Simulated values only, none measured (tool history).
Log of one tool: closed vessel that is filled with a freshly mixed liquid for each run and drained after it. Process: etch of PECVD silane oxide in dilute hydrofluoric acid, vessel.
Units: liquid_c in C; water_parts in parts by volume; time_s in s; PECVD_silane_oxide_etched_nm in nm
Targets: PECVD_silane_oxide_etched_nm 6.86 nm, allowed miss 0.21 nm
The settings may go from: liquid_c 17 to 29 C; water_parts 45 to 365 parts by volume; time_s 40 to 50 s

run	day	liquid_c	water_parts	time_s	PECVD_silane_oxide_etched_nm
1	0	21	205	50	5.6507
2	0.096	21	205	40	4.4872
3	0.279	21	270	40	3.1722
4	0.317	23	245	40	3.91
5	0.412	24.5	225	40	4.5971
6	0.646	24.5	260	40	3.7787
7	0.746	25.5	235	40	4.5466
8	1.021	26.5	220	40	5.0452
# day 1.088: hydrofluoric acid flow meter replaced
9	1.088	27	205	40	5.9995
10	1.242	27.5	200	40	6.238
11	1.562	28	200	40	6.3762
12	1.921	28.5	200	40	6.4594

Which of these 4 next moves meets every target?
A	2.279	27.5	210	50	?
B	2.279	27	170	40	?
C	2.279	28.5	190	40	?
D	2.279	28	175	40	?

move	PECVD_silane_oxide_etched_nm
A	7.3131
B	7.4387
C	6.8584
D	7.4482
A: takes the result that was furthest off past its target
B: takes the result that was furthest off past its target
C: meets every target
D: takes the result that was furthest off past its target
Answer: C
